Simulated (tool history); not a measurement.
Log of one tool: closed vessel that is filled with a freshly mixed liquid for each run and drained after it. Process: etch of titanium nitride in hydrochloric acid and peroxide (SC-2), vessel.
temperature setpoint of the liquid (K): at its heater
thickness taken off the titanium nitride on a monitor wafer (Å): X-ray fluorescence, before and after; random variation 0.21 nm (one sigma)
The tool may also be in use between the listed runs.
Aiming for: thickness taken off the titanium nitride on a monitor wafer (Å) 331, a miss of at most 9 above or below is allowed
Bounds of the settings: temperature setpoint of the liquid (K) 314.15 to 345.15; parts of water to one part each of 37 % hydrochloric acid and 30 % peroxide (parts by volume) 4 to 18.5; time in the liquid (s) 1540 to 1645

run	hour	temperature setpoint of the liquid (K)	parts of water to one part each of 37 % hydrochloric acid and 30 % peroxide (parts by volume)	time in the liquid (s)	thickness taken off the titanium nitride on a monitor wafer (Å)
1	0	330.15	10.5	1540	631.7
2	2.8	330.15	13	1540	526.74
3	3.6	330.15	10.5	1540	626.95
4	11.3	330.15	10.5	1645	672.85
5	19.5	330.15	13.5	1645	547.17
6	28.3	330.15	13.5	1540	508.83
7	33.3	328.65	13.5	1540	466.15
8	36.3	327.15	13.5	1540	414.57
9	39.5	326.15	13.5	1540	395.81
10	48.5	325.65	13.5	1540	383.47
11	49.6	325.15	13.5	1540	369.32
# hour 51.3: chemicals flow meter replaced
12	51.3	325.15	13.5	1540	340.3

Which of these 5 next moves meets every target?
A	53	325.65	15	1645	?
B	53	324.15	13	1610	?
C	53	324.65	15	1585	?
D	53	324.15	13	1540	?
E	53	326.65	16	1645	?

move	thickness taken off the titanium nitride on a monitor wafer (Å)
A	346.04
B	347.67
C	312.16
D	332.56
E	348.92
A: its largest miss is bigger than the last run's
B: its largest miss is bigger than the last run's
C: pushes the last run's worst result past its target
D: meets every target
E: its largest miss is bigger than the last run's
The move that meets every target is D.
